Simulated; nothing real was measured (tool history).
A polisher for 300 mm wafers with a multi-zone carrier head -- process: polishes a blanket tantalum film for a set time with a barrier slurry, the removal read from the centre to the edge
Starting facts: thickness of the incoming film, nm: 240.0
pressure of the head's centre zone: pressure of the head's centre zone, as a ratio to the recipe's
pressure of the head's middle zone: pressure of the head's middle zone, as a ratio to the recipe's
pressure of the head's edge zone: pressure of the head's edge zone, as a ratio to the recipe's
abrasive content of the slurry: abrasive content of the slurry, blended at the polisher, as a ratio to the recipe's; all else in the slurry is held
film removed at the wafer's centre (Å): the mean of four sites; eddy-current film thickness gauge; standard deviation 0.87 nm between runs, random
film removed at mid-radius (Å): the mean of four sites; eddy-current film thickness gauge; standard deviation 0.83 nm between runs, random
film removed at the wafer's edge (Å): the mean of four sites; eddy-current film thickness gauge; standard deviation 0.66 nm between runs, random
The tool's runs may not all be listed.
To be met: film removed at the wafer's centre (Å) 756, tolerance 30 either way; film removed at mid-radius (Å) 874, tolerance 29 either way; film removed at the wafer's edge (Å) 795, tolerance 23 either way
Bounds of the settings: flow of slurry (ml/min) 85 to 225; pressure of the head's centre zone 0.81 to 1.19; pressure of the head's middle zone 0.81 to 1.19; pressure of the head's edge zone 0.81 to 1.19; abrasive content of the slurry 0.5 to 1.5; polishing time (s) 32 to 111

run  hour  flow of slurry (ml/min)  pressure of the head's centre zone  pressure of the head's middle zone  pressure of the head's edge zone  abrasive content of the slurry  polishing time (s)  film removed at the wafer's centre (Å)  film removed at mid-radius (Å)  film removed at the wafer's edge (Å)
  1     0                      145                                   1                                   1                                 1                               1                  71                                  620.05                          614.71                                599.27
  2   5.4                      145                                   1                                1.07                                 1                               1                  71                                  621.03                          642.63                                602.71
  3  11.8                      145                                   1                                1.07                                 1                               1                  56                                   480.9                          498.02                                468.73
  4  18.9                      145                                   1                                1.07                                 1                            1.15                  56                                  497.84                          532.38                                493.92
  5  26.3                      155                                1.01                                1.09                              1.03                            1.25                  60                                  568.67                          583.38                                554.12
  6  29.4                      155                                1.01                                1.09                              1.08                            1.25                  60                                  562.76                          593.12                                562.14
  7  32.3                      160                                   1                                1.11                              1.09                             1.3                  63                                  594.16                          634.38                                607.72
  8  38.4                      165                                0.99                                1.13                              1.08                            1.35                  66                                  620.22                          682.35                                630.39
  9  46.5                      170                                0.99                                1.14                               1.1                             1.4                  68                                  650.21                          727.25                                669.91
 10  48.3                      175                                0.99                                1.15                              1.12                             1.4                  69                                  657.84                          735.59                                 669.9
 11  51.7                      175                                0.99                                1.15                              1.12                             1.4                  69                                  643.62                          749.37                                680.92
 12  55.4                      180                                   1                                1.15                              1.13                             1.4                  71                                   684.3                          770.97                                714.25
 13    59                      185                                   1                                1.16                              1.14                             1.4                  72                                  709.05                          793.72                                722.61
 14  65.7                      190                                   1                                1.16                              1.15                             1.4                  73                                  710.16                          803.71                                736.74
 15  71.4                      190                                   1                                1.16                              1.16                             1.4                  74                                  714.24                          809.94                                752.52
 16  77.4                      195                                   1                                1.17                              1.17                             1.4                  74                                     736                          818.41                                769.25
 17  81.5                      215                                0.96                                1.19                              1.14                             1.5                  74                                  715.88                          859.59                                763.92

Below are 4 possible settings for the next run. Only one of them brings all results inside the allowed miss of their targets. Which is it?
  A  85.6                      215                                0.93                                1.19                              1.17                            1.45                  74                                       ?                               ?                                     ?
  B  85.6                      205                                1.01                                1.19                              0.97                            1.45                  76                                       ?                               ?                                     ?
  C  85.6                      225                                0.95                                1.15                              1.11                             1.5                  73                                       ?                               ?                                     ?
  D  85.6                      145                                   1                                1.19                              1.14                             1.1                  86                                       ?                               ?                                     ?

move  film removed at the wafer's centre (Å)  film removed at mid-radius (Å)  film removed at the wafer's edge (Å)
   A                                  684.73                          840.82                                780.18
   B                                  758.48                          857.63                                726.15
   C                                  699.53                          816.28                                758.17
   D                                  744.46                          856.74                                 799.1
A: gets the furthest-off result to its target, but another result is out of tolerance
B: the biggest miss grows against the last run
C: the biggest miss grows against the last run
D: all results land within tolerance of their targets
Move D is the one to make.
